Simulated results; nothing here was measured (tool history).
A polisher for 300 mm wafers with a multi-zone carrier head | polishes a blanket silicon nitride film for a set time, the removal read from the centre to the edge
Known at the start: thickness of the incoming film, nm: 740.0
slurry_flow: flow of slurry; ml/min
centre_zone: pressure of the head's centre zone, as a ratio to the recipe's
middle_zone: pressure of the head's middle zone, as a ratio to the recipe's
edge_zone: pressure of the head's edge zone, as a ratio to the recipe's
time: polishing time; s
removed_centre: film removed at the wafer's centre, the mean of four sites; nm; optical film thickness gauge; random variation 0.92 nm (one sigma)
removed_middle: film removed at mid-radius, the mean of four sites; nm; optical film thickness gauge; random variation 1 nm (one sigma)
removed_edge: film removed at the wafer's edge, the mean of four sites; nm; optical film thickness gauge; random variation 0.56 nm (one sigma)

run	hour	slurry_flow	centre_zone	middle_zone	edge_zone	time	removed_centre	removed_middle	removed_edge
1	0.0	200	1.00	1.00	1.00	40	98.873	98.281	98.953
2	5.5	200	1.04	1.00	1.00	40	102.890	98.736	98.467
3	9.9	200	1.04	0.96	1.00	40	101.520	96.018	99.350
4	14.5	200	1.04	1.01	1.00	40	100.460	99.242	99.138
5	22.0	225	1.04	1.01	1.00	40	103.940	101.060	100.560
6	25.6	225	0.99	1.01	1.00	40	99.355	102.800	100.640
7	30.6	205	0.98	0.97	0.98	39	94.471	91.634	97.577
8	34.9	195	0.98	0.97	0.95	38	92.285	91.472	92.866
9	42.4	185	0.97	0.95	0.94	37	87.616	87.885	89.461

Run 10 comes next. What will it give?
10	50.2	155	0.97	0.85	0.89	34	?	?	?

Run 10 gave removed_centre 75.551 nm, removed_middle 72.566 nm, removed_edge 77.430 nm.
